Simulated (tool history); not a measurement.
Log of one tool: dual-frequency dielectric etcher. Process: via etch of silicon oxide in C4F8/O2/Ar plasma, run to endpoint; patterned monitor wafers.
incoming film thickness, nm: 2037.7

run  hour  source power (kW)  bias power (kW)  endpoint time (s)
  1   0.0              2.260            2.367             374.96
  2   3.5              2.650            2.367             346.80
  3   6.0              2.450            2.287             368.01
  4  11.8              2.290            2.243             378.95
  5  16.3              2.290            2.409             371.16
  6  24.7              2.290            2.210             382.40
  7  33.0              2.150            2.173             393.42

The next listed run, before its measurement:
  8  34.7              2.030            2.134                  ?

endpoint time (s): 407.47
